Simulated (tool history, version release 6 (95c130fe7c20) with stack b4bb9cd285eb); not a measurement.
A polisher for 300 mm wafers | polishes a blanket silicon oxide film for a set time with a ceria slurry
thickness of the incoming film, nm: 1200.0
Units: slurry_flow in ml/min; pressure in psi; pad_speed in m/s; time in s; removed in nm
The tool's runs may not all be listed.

run  hour  slurry_flow  pressure  pad_speed  time  removed
  1   0.0          220       3.2       1.06    50   239.60
  2   2.0          190       3.2       1.06    50   235.72
  3   2.9          215       3.2       1.06    50   234.76
  4   6.5          215       2.9       1.06    50   214.52
  5   7.4          215       2.5       1.04    50   177.91
  6  12.3          250       2.5       1.04    50   189.75

Run 7 comes next. What will it give?
  7  13.8          240       2.3       1.04    50        ?

Run 7 gave removed 172.82 nm.
